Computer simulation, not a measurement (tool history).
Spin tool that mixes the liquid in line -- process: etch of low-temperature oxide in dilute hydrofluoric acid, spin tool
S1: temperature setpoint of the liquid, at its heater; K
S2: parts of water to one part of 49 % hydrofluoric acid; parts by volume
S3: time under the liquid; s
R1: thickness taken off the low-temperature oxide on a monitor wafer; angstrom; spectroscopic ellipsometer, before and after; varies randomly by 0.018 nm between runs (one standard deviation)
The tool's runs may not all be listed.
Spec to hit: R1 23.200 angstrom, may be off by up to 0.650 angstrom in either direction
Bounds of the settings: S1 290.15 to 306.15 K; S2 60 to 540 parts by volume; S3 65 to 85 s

Run 1, hour 0.0: S1 298.15 K, S2 300 parts by volume, S3 85 s. Result: R1 29.844 angstrom.
Run 2, hour 6.7: S1 297.15 K, S2 300 parts by volume, S3 85 s. Result: R1 28.715 angstrom.
Run 3, hour 7.9: S1 297.15 K, S2 250 parts by volume, S3 85 s. Result: R1 36.405 angstrom.
Run 4, hour 12.4: S1 296.15 K, S2 260 parts by volume, S3 85 s. Result: R1 33.032 angstrom.
Run 5, hour 21.0: S1 295.15 K, S2 265 parts by volume, S3 85 s. Result: R1 31.221 angstrom.
Run 6, hour 25.5: S1 295.15 K, S2 175 parts by volume, S3 85 s. Result: R1 52.358 angstrom.
Run 7, hour 29.2: S1 294.65 K, S2 190 parts by volume, S3 85 s. Result: R1 45.934 angstrom.
Run 8, hour 36.5: S1 294.65 K, S2 190 parts by volume, S3 85 s. Result: R1 46.823 angstrom.
Run 9, hour 40.1: S1 294.15 K, S2 205 parts by volume, S3 85 s. Result: R1 41.206 angstrom.
Run 10, hour 45.1: S1 293.65 K, S2 215 parts by volume, S3 85 s. Result: R1 38.618 angstrom.
Run 11, hour 49.5: S1 293.15 K, S2 225 parts by volume, S3 85 s. Result: R1 35.596 angstrom.
Run 12, hour 52.4: S1 292.65 K, S2 235 parts by volume, S3 85 s. Result: R1 33.303 angstrom.
Run 13, hour 55.7: S1 292.65 K, S2 235 parts by volume, S3 85 s. Result: R1 33.225 angstrom.
Run 14, hour 64.4: S1 292.15 K, S2 240 parts by volume, S3 85 s. Result: R1 31.727 angstrom.
Run 15, hour 69.8: S1 291.65 K, S2 245 parts by volume, S3 85 s. Result: R1 30.547 angstrom.
Run 16, hour 75.2: S1 291.65 K, S2 250 parts by volume, S3 85 s. Result: R1 29.560 angstrom.
Run 17, hour 79.9: S1 290.15 K, S2 305 parts by volume, S3 85 s. Result: R1 21.752 angstrom.

Pick the move, out of 5, that brings all results within their allowed miss; only one does.
Run A, hour 84.6: S1 292.65 K, S2 300 parts by volume, S3 80 s. Result: R1 ?.
Run B, hour 84.6: S1 294.15 K, S2 295 parts by volume, S3 65 s. Result: R1 ?.
Run C, hour 84.6: S1 291.65 K, S2 320 parts by volume, S3 80 s. Result: R1 ?.
Run D, hour 84.6: S1 290.65 K, S2 320 parts by volume, S3 85 s. Result: R1 ?.
Run E, hour 84.6: S1 291.15 K, S2 285 parts by volume, S3 85 s. Result: R1 ?.

move      R1
   A  22.993
   B  20.156
   C  20.421
   D  20.908
   E  24.640
A: each result inside its tolerance
B: the biggest miss grows against the last run
C: the biggest miss grows against the last run
D: the biggest miss grows against the last run
E: takes the result that was furthest off past its target
So the answer is move A, the one that meets all the targets.

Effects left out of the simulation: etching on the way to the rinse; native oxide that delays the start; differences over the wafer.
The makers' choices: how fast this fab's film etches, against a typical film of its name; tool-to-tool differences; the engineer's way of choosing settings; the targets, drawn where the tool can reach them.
